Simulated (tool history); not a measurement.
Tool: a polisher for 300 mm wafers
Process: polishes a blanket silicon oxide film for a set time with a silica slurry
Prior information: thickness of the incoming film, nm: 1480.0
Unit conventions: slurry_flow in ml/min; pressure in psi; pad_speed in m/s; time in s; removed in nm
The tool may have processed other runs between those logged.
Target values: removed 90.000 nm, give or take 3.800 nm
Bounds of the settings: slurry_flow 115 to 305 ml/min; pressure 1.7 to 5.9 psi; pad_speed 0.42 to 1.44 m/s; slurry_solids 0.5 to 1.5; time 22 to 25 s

{"run": 1, "hour": 0.0, "slurry_flow": 195, "pressure": 3.8, "pad_speed": 0.92, "slurry_solids": 1.0, "time": 25, "removed": 73.672}
{"run": 2, "hour": 3.2, "slurry_flow": 195, "pressure": 3.8, "pad_speed": 0.92, "slurry_solids": 1.2, "time": 25, "removed": 77.833}
{"run": 3, "hour": 11.1, "slurry_flow": 195, "pressure": 3.8, "pad_speed": 0.92, "slurry_solids": 1.2, "time": 22, "removed": 67.393}
{"run": 4, "hour": 14.0, "slurry_flow": 195, "pressure": 3.8, "pad_speed": 0.92, "slurry_solids": 1.2, "time": 22, "removed": 69.177}
{"run": 5, "hour": 19.5, "slurry_flow": 195, "pressure": 4.1, "pad_speed": 0.92, "slurry_solids": 1.2, "time": 22, "removed": 73.863}
{"run": 6, "hour": 22.9, "slurry_flow": 195, "pressure": 4.1, "pad_speed": 0.92, "slurry_solids": 1.4, "time": 22, "removed": 76.846}
{"run": 7, "hour": 30.5, "slurry_flow": 195, "pressure": 4.3, "pad_speed": 0.92, "slurry_solids": 1.4, "time": 22, "removed": 79.975}
{"run": 8, "hour": 34.8, "slurry_flow": 195, "pressure": 4.4, "pad_speed": 0.92, "slurry_solids": 1.4, "time": 22, "removed": 80.357}

Consider the 4 candidate settings below. Which is the only one whose results all fall within their allowed miss of target?
{"run": "A", "hour": 39.1, "slurry_flow": 185, "pressure": 3.8, "pad_speed": 1.0, "slurry_solids": 1.3, "time": 22, "removed": "?"}
{"run": "B", "hour": 39.1, "slurry_flow": 200, "pressure": 5.3, "pad_speed": 0.74, "slurry_solids": 1.3, "time": 25, "removed": "?"}
{"run": "C", "hour": 39.1, "slurry_flow": 295, "pressure": 3.6, "pad_speed": 0.84, "slurry_solids": 1.3, "time": 25, "removed": "?"}
{"run": "D", "hour": 39.1, "slurry_flow": 225, "pressure": 4.8, "pad_speed": 0.8, "slurry_solids": 1.5, "time": 22, "removed": "?"}

move=A removed=74.771
move=B removed=91.029
move=C removed=75.272
move=D removed=82.922
A: moves away from the targets compared with the last run
B: every result lands within tolerance
C: moves away from the targets compared with the last run
D: an improvement on the last run, though not all results are within tolerance
B is the move that brings every result within its allowed miss.

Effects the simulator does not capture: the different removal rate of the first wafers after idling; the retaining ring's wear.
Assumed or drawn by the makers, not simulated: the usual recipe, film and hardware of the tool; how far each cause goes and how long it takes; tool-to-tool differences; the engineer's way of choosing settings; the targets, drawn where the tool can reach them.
